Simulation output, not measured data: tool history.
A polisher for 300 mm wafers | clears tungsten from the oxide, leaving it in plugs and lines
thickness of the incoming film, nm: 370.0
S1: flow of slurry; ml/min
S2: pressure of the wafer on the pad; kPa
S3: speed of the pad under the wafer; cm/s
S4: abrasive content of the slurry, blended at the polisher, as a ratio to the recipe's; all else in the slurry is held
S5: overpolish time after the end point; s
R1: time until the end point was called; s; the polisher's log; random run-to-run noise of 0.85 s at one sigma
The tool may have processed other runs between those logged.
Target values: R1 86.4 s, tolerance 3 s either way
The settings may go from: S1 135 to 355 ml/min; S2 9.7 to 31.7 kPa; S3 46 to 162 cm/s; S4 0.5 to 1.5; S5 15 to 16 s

run  hour   S1    S2   S3  S4  S5      R1
  1     0  225  20.7  104   1  15  110.83
  2   8.4  225  22.1  104   1  15  103.78
  3  15.4  225  22.8  104   1  15  101.36
  4  16.5  225  22.8  104   1  16  99.211
  5  18.4  250  22.8  104   1  16  100.39
  6  26.5  250  22.8  104   1  16  99.806
  7  33.6  250  23.4  104   1  16  95.236
  8  35.5  250  24.1  104   1  16  93.686
  9  42.5  250  24.8  104   1  16  92.629

Which of these 5 next moves meets every target?
  A  49.5  255    31   86  1.15  16   ?
  B  49.5  195    20  130   0.9  16   ?
  C  49.5  200  27.6   96  0.95  16   ?
  D  49.5  200  24.8  102   1.2  16   ?
  E  49.5  245  24.8   98     1  16   ?

move      R1
   A  87.741
   B  95.883
   C  94.667
   D  93.453
   E  98.386
A: every result within its allowed miss
B: moves away from the targets compared with the last run
C: moves away from the targets compared with the last run
D: moves away from the targets compared with the last run
E: moves away from the targets compared with the last run
Answer: A

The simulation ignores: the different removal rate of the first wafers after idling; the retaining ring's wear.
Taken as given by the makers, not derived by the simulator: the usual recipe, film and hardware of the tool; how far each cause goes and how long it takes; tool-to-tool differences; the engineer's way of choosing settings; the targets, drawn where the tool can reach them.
